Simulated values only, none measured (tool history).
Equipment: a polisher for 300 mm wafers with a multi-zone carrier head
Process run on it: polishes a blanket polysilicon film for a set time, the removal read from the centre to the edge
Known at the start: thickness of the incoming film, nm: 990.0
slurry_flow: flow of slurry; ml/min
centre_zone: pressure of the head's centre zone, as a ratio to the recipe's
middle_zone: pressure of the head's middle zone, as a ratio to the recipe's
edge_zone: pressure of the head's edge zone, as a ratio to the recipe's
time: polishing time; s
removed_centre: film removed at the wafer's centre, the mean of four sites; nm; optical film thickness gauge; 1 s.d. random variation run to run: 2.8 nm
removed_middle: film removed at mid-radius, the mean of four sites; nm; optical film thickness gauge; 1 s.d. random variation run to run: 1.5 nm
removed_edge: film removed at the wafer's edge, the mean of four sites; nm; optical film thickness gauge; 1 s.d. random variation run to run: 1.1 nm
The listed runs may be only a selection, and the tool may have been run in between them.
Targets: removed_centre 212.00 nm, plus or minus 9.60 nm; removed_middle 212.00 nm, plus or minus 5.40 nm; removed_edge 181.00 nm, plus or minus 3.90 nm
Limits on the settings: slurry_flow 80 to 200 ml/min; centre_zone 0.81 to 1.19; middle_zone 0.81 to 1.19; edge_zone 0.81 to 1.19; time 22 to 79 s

Run 1, hour 0.0: slurry_flow 130 ml/min, centre_zone 1.00, middle_zone 1.00, edge_zone 1.00, time 50 s. Result: removed_centre 261.09 nm, removed_middle 261.38 nm, removed_edge 257.47 nm.
Run 2, hour 0.7: slurry_flow 130 ml/min, centre_zone 1.00, middle_zone 0.95, edge_zone 1.00, time 50 s. Result: removed_centre 261.14 nm, removed_middle 251.17 nm, removed_edge 254.04 nm.
Run 3, hour 9.5: slurry_flow 100 ml/min, centre_zone 1.00, middle_zone 0.95, edge_zone 1.00, time 50 s. Result: removed_centre 239.08 nm, removed_middle 236.19 nm, removed_edge 244.26 nm.
Run 4, hour 18.4: slurry_flow 100 ml/min, centre_zone 1.01, middle_zone 0.97, edge_zone 0.97, time 48 s. Result: removed_centre 239.66 nm, removed_middle 228.70 nm, removed_edge 229.14 nm.
Run 5, hour 23.5: slurry_flow 100 ml/min, centre_zone 1.01, middle_zone 0.89, edge_zone 0.97, time 48 s. Result: removed_centre 235.93 nm, removed_middle 214.64 nm, removed_edge 232.38 nm.
At hour 27.3: worn pad replaced by a new one.
Run 6, hour 27.3: slurry_flow 100 ml/min, centre_zone 1.01, middle_zone 0.89, edge_zone 0.97, time 59 s. Result: removed_centre 315.56 nm, removed_middle 293.92 nm, removed_edge 312.78 nm.
Run 7, hour 33.3: slurry_flow 100 ml/min, centre_zone 1.01, middle_zone 0.92, edge_zone 0.95, time 57 s. Result: removed_centre 311.29 nm, removed_middle 289.82 nm, removed_edge 299.08 nm.
Run 8, hour 40.8: slurry_flow 115 ml/min, centre_zone 0.96, middle_zone 1.02, edge_zone 0.85, time 43 s. Result: removed_centre 229.07 nm, removed_middle 240.68 nm, removed_edge 223.56 nm.
Run 9, hour 44.7: slurry_flow 110 ml/min, centre_zone 0.98, middle_zone 1.04, edge_zone 0.87, time 42 s. Result: removed_centre 224.71 nm, removed_middle 237.53 nm, removed_edge 213.54 nm.
Run 10, hour 53.6: slurry_flow 105 ml/min, centre_zone 1.00, middle_zone 1.05, edge_zone 0.89, time 42 s. Result: removed_centre 227.17 nm, removed_middle 235.99 nm, removed_edge 215.40 nm.
Run 11, hour 56.1: slurry_flow 105 ml/min, centre_zone 1.02, middle_zone 1.07, edge_zone 0.90, time 41 s. Result: removed_centre 223.10 nm, removed_middle 233.78 nm, removed_edge 211.09 nm.

Next run, 4 choices. One meets every target within its allowed miss, the rest don't. Which?
Run A, hour 58.6: slurry_flow 130 ml/min, centre_zone 1.07, middle_zone 1.12, edge_zone 0.88, time 36 s. Result: removed_centre ?, removed_middle ?, removed_edge ?.
Run B, hour 58.6: slurry_flow 115 ml/min, centre_zone 0.94, middle_zone 1.00, edge_zone 0.98, time 45 s. Result: removed_centre ?, removed_middle ?, removed_edge ?.
Run C, hour 58.6: slurry_flow 95 ml/min, centre_zone 1.08, middle_zone 0.85, edge_zone 1.01, time 43 s. Result: removed_centre ?, removed_middle ?, removed_edge ?.
Run D, hour 58.6: slurry_flow 125 ml/min, centre_zone 1.09, middle_zone 1.14, edge_zone 0.90, time 34 s. Result: removed_centre ?, removed_middle ?, removed_edge ?.

move  removed_centre  removed_middle  removed_edge
   A          226.64          223.34        191.80
   B          242.08          249.73        246.95
   C          245.73          201.26        230.47
   D          215.45          211.59        181.75
A: better than the last run, though not everything is in spec
B: lands further from the targets than the last run did
C: lands further from the targets than the last run did
D: meets every target
Correct choice: D, which meets every target

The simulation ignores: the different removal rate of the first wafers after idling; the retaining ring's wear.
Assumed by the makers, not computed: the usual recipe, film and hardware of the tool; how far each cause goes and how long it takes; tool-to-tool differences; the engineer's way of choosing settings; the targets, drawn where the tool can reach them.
